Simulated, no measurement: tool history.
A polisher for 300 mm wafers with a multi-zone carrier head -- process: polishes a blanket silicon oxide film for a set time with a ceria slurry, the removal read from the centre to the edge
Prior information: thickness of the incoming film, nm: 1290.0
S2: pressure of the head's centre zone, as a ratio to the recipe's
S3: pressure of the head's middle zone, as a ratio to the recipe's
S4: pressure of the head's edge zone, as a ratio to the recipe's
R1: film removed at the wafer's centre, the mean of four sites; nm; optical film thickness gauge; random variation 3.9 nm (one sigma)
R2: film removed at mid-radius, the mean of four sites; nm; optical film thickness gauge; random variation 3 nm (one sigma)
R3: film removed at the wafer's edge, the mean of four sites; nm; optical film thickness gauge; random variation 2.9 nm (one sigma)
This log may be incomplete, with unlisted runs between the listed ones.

{"run": 1, "hour": 0.0, "flow of slurry (ml/min)": 315, "S2": 1, "S3": 1, "S4": 1, "polishing time (s)": 86, "R1": 317.68, "R2": 335.98, "R3": 338.02}
{"run": 2, "hour": 2.4, "flow of slurry (ml/min)": 315, "S2": 1, "S3": 1, "S4": 1, "polishing time (s)": 78, "R1": 286.14, "R2": 314.72, "R3": 298.6}
{"run": 3, "hour": 9.8, "flow of slurry (ml/min)": 315, "S2": 1.04, "S3": 0.97, "S4": 0.98, "polishing time (s)": 77, "R1": 289.95, "R2": 294.01, "R3": 289.4}
{"run": 4, "hour": 13.0, "flow of slurry (ml/min)": 315, "S2": 1.09, "S3": 0.97, "S4": 0.98, "polishing time (s)": 77, "R1": 301.36, "R2": 302.79, "R3": 293.26}
{"run": 5, "hour": 15.4, "flow of slurry (ml/min)": 320, "S2": 1.12, "S3": 0.94, "S4": 0.94, "polishing time (s)": 78, "R1": 315.55, "R2": 290.02, "R3": 289.39}
{"run": 6, "hour": 18.6, "flow of slurry (ml/min)": 320, "S2": 1.12, "S3": 0.94, "S4": 1, "polishing time (s)": 78, "R1": 312.29, "R2": 294.68, "R3": 302.14}

Run 7 is up next; what results do you expect?
{"hour": 21.2, "done": "centre zone pressure recalibrated"}
{"run": 7, "hour": 21.2, "flow of slurry (ml/min)": 320, "S2": 1.19, "S3": 0.93, "S4": 0.9, "polishing time (s)": 76, "R1": "?", "R2": "?", "R3": "?"}

R1: 354.16 nm
R2: 286.08 nm
R3: 283.55 nm
